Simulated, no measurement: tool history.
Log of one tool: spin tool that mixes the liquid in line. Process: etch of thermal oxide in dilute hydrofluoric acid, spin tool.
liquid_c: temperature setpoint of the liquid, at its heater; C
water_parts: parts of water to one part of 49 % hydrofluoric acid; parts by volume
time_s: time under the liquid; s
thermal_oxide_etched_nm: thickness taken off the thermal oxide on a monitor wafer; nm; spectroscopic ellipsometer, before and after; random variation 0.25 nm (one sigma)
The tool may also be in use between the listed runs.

run 1 hour=0.0 | liquid_c=24.0 water_parts=270 time_s=260 | thermal_oxide_etched_nm=3.9196
run 2 hour=1.2 | liquid_c=25.0 water_parts=240 time_s=265 | thermal_oxide_etched_nm=4.6606
run 3 hour=7.6 | liquid_c=26.5 water_parts=240 time_s=265 | thermal_oxide_etched_nm=4.8574
run 4 hour=14.4 | liquid_c=26.5 water_parts=240 time_s=260 | thermal_oxide_etched_nm=4.9381
run 5 hour=19.1 | liquid_c=26.5 water_parts=205 time_s=260 | thermal_oxide_etched_nm=5.9468
run 6 hour=27.3 | liquid_c=29.0 water_parts=205 time_s=260 | thermal_oxide_etched_nm=6.4537
run 7 hour=28.2 | liquid_c=32.0 water_parts=95 time_s=285 | thermal_oxide_etched_nm=19.0960
run 8 hour=31.4 | liquid_c=31.5 water_parts=95 time_s=285 | thermal_oxide_etched_nm=19.5920
run 9 hour=32.0 | liquid_c=31.0 water_parts=95 time_s=285 | thermal_oxide_etched_nm=18.7700

The next listed run, before its measurement:
run 10 hour=40.8 | liquid_c=30.5 water_parts=95 time_s=285 | thermal_oxide_etched_nm=?

Run 10 gave thermal_oxide_etched_nm 18.3360 nm.
